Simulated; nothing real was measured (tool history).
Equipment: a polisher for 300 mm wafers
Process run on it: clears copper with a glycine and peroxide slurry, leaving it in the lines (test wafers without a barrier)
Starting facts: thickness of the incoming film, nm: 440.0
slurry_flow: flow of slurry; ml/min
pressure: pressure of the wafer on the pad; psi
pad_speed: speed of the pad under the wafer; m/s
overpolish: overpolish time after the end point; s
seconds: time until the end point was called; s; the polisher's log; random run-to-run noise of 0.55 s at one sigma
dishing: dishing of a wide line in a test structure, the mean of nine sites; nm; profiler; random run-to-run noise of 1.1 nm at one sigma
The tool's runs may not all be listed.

Run 1, day 0.000: slurry_flow 280 ml/min, pressure 2.8 psi, pad_speed 1.26 m/s, overpolish 19 s. Result: seconds 52.551 s, dishing 41.321 nm.
Run 2, day 0.267: slurry_flow 280 ml/min, pressure 3.0 psi, pad_speed 1.26 m/s, overpolish 20 s. Result: seconds 49.460 s, dishing 41.275 nm.
Run 3, day 0.471: slurry_flow 280 ml/min, pressure 3.0 psi, pad_speed 1.44 m/s, overpolish 20 s. Result: seconds 43.768 s, dishing 42.394 nm.
Run 4, day 0.650: slurry_flow 280 ml/min, pressure 3.0 psi, pad_speed 1.44 m/s, overpolish 27 s. Result: seconds 44.797 s, dishing 43.715 nm.
Run 5, day 0.796: slurry_flow 280 ml/min, pressure 3.1 psi, pad_speed 1.44 m/s, overpolish 28 s. Result: seconds 41.632 s, dishing 45.600 nm.
Run 6, day 0.854: slurry_flow 280 ml/min, pressure 3.1 psi, pad_speed 1.44 m/s, overpolish 35 s. Result: seconds 41.592 s, dishing 44.011 nm.
Run 7, day 1.100: slurry_flow 280 ml/min, pressure 3.2 psi, pad_speed 1.44 m/s, overpolish 35 s. Result: seconds 40.829 s, dishing 46.913 nm.

Expected results for the next run?
Run 8, day 1.400: slurry_flow 280 ml/min, pressure 3.2 psi, pad_speed 1.46 m/s, overpolish 34 s. Result: seconds ?, dishing ?.

Run 8 produced seconds 39.819 s, dishing 44.876 nm.

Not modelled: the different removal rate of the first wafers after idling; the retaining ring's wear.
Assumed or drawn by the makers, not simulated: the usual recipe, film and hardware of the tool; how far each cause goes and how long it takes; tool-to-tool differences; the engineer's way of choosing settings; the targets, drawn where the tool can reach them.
